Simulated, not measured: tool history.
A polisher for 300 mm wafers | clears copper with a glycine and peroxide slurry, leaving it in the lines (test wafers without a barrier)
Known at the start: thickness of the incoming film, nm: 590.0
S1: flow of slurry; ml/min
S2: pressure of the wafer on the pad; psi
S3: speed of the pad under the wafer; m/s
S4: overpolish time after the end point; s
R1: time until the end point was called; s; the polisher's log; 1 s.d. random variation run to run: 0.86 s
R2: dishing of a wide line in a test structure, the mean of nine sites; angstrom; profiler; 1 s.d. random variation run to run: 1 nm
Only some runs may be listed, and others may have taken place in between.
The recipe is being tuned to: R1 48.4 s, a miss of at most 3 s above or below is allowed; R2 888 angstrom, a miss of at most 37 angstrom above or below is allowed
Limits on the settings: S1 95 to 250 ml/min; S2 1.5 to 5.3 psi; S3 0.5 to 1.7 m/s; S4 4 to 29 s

{"run": 1, "hour": 0.0, "S1": 160, "S2": 3.4, "S3": 1.1, "S4": 15, "R1": 72.31, "R2": 790.3}
{"run": 2, "hour": 7.2, "S1": 165, "S2": 3.7, "S3": 1.12, "S4": 14, "R1": 66.451, "R2": 821.63}
{"run": 3, "hour": 15.9, "S1": 165, "S2": 3.7, "S3": 1.12, "S4": 8, "R1": 67.99, "R2": 524.88}
{"run": 4, "hour": 19.5, "S1": 165, "S2": 4, "S3": 1.12, "S4": 9, "R1": 60.607, "R2": 610.93}
{"run": 5, "hour": 26.3, "S1": 165, "S2": 4, "S3": 0.92, "S4": 9, "R1": 69.65, "R2": 548.72}
{"run": 6, "hour": 27.6, "S1": 135, "S2": 4, "S3": 0.92, "S4": 9, "R1": 74.083, "R2": 520.8}
{"run": 7, "hour": 35.6, "S1": 140, "S2": 4.3, "S3": 0.92, "S4": 10, "R1": 69.173, "R2": 611.81}
{"run": 8, "hour": 36.7, "S1": 150, "S2": 4.5, "S3": 0.94, "S4": 10, "R1": 65.611, "R2": 641.54}
{"hour": 45.2, "done": "slurry nozzle cleaned"}
{"run": 9, "hour": 45.2, "S1": 150, "S2": 4.5, "S3": 0.94, "S4": 10, "R1": 58.971, "R2": 689.97}
{"run": 10, "hour": 49.6, "S1": 155, "S2": 5.3, "S3": 0.94, "S4": 12, "R1": 52.212, "R2": 906.31}
{"run": 11, "hour": 51.3, "S1": 160, "S2": 5.3, "S3": 1.04, "S4": 10, "R1": 51.425, "R2": 825.25}
{"run": 12, "hour": 51.8, "S1": 165, "S2": 5.3, "S3": 1.06, "S4": 10, "R1": 48.071, "R2": 821.62}

Of the 5 settings listed for the next run, only one would bring every result within its allowed miss of target. Which one?
{"run": "A", "hour": 52.3, "S1": 155, "S2": 4.9, "S3": 1.06, "S4": 10, "R1": "?", "R2": "?"}
{"run": "B", "hour": 52.3, "S1": 150, "S2": 5.3, "S3": 1.12, "S4": 8, "R1": "?", "R2": "?"}
{"run": "C", "hour": 52.3, "S1": 180, "S2": 5.3, "S3": 1.06, "S4": 9, "R1": "?", "R2": "?"}
{"run": "D", "hour": 52.3, "S1": 175, "S2": 5.1, "S3": 1.1, "S4": 11, "R1": "?", "R2": "?"}
{"run": "E", "hour": 52.3, "S1": 210, "S2": 4.6, "S3": 1.2, "S4": 8, "R1": "?", "R2": "?"}

move=A R1=50.75 R2=771.96
move=B R1=46.393 R2=693.01
move=C R1=46.514 R2=762.85
move=D R1=47.091 R2=885.43
move=E R1=47.114 R2=680.27
A: its largest miss is bigger than the last run's
B: its largest miss is bigger than the last run's
C: its largest miss is bigger than the last run's
D: hits every target within its allowed miss
E: its largest miss is bigger than the last run's
Move D is the one to make.
